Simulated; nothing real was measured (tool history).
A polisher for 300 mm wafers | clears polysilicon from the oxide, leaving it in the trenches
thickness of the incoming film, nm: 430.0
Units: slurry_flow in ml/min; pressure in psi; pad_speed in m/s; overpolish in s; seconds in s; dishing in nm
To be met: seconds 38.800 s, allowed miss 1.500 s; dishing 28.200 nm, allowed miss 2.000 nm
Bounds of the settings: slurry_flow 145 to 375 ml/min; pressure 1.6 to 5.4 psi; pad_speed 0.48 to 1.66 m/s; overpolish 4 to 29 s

Run 1, hour 0.0: slurry_flow 240 ml/min, pressure 3.5 psi, pad_speed 1.06 m/s, overpolish 15 s. Result: seconds 28.228 s, dishing 42.421 nm.
Run 2, hour 3.7: slurry_flow 240 ml/min, pressure 3.3 psi, pad_speed 1.06 m/s, overpolish 13 s. Result: seconds 30.158 s, dishing 41.773 nm.
Run 3, hour 8.8: slurry_flow 240 ml/min, pressure 2.6 psi, pad_speed 1.06 m/s, overpolish 13 s. Result: seconds 37.633 s, dishing 41.395 nm.
Run 4, hour 9.4: slurry_flow 240 ml/min, pressure 3.4 psi, pad_speed 1.06 m/s, overpolish 13 s. Result: seconds 28.748 s, dishing 41.261 nm.
Run 5, hour 16.9: slurry_flow 240 ml/min, pressure 3.2 psi, pad_speed 1.04 m/s, overpolish 11 s. Result: seconds 30.735 s, dishing 41.095 nm.
Run 6, hour 23.3: slurry_flow 195 ml/min, pressure 3.2 psi, pad_speed 1.04 m/s, overpolish 11 s. Result: seconds 31.429 s, dishing 39.782 nm.
Run 7, hour 31.6: slurry_flow 185 ml/min, pressure 3.1 psi, pad_speed 1.04 m/s, overpolish 10 s. Result: seconds 33.747 s, dishing 39.586 nm.
Run 8, hour 40.3: slurry_flow 175 ml/min, pressure 3.0 psi, pad_speed 1.04 m/s, overpolish 9 s. Result: seconds 34.380 s, dishing 38.596 nm.
Run 9, hour 41.5: slurry_flow 170 ml/min, pressure 2.9 psi, pad_speed 1.06 m/s, overpolish 8 s. Result: seconds 35.382 s, dishing 38.383 nm.
Run 10, hour 49.0: slurry_flow 165 ml/min, pressure 2.8 psi, pad_speed 1.08 m/s, overpolish 7 s. Result: seconds 35.693 s, dishing 37.575 nm.
Run 11, hour 55.3: slurry_flow 160 ml/min, pressure 2.6 psi, pad_speed 1.14 m/s, overpolish 6 s. Result: seconds 36.094 s, dishing 34.811 nm.
Run 12, hour 57.7: slurry_flow 155 ml/min, pressure 2.4 psi, pad_speed 1.20 m/s, overpolish 6 s. Result: seconds 37.883 s, dishing 33.693 nm.
Run 13, hour 64.8: slurry_flow 155 ml/min, pressure 2.3 psi, pad_speed 1.26 m/s, overpolish 6 s. Result: seconds 37.452 s, dishing 35.738 nm.
Run 14, hour 70.9: slurry_flow 155 ml/min, pressure 2.2 psi, pad_speed 1.30 m/s, overpolish 6 s. Result: seconds 38.525 s, dishing 34.326 nm.
Run 15, hour 79.5: slurry_flow 155 ml/min, pressure 2.1 psi, pad_speed 1.38 m/s, overpolish 6 s. Result: seconds 37.659 s, dishing 35.002 nm.
Run 16, hour 83.4: slurry_flow 155 ml/min, pressure 2.0 psi, pad_speed 1.42 m/s, overpolish 6 s. Result: seconds 37.862 s, dishing 34.306 nm.
Run 17, hour 89.7: slurry_flow 155 ml/min, pressure 1.9 psi, pad_speed 1.46 m/s, overpolish 6 s. Result: seconds 38.656 s, dishing 34.655 nm.
Run 18, hour 90.7: slurry_flow 155 ml/min, pressure 1.8 psi, pad_speed 1.50 m/s, overpolish 6 s. Result: seconds 38.903 s, dishing 34.791 nm.
Run 19, hour 97.2: slurry_flow 155 ml/min, pressure 1.8 psi, pad_speed 1.52 m/s, overpolish 6 s. Result: seconds 39.119 s, dishing 34.255 nm.
Run 20, hour 101.5: slurry_flow 145 ml/min, pressure 1.6 psi, pad_speed 1.62 m/s, overpolish 4 s. Result: seconds 40.744 s, dishing 28.258 nm.

Which of these 4 next moves meets every target?
Run A, hour 105.8: slurry_flow 145 ml/min, pressure 1.8 psi, pad_speed 1.54 m/s, overpolish 4 s. Result: seconds ?, dishing ?.
Run B, hour 105.8: slurry_flow 145 ml/min, pressure 1.6 psi, pad_speed 1.60 m/s, overpolish 4 s. Result: seconds ?, dishing ?.
Run C, hour 105.8: slurry_flow 145 ml/min, pressure 1.6 psi, pad_speed 1.58 m/s, overpolish 5 s. Result: seconds ?, dishing ?.
Run D, hour 105.8: slurry_flow 145 ml/min, pressure 1.6 psi, pad_speed 1.50 m/s, overpolish 4 s. Result: seconds ?, dishing ?.

move  seconds  dishing
   A   39.627   27.823
   B   42.640   26.707
   C   43.169   29.887
   D   45.422   25.743
A: meets every target
B: further off than the last run
C: further off than the last run
D: further off than the last run
Answer: A

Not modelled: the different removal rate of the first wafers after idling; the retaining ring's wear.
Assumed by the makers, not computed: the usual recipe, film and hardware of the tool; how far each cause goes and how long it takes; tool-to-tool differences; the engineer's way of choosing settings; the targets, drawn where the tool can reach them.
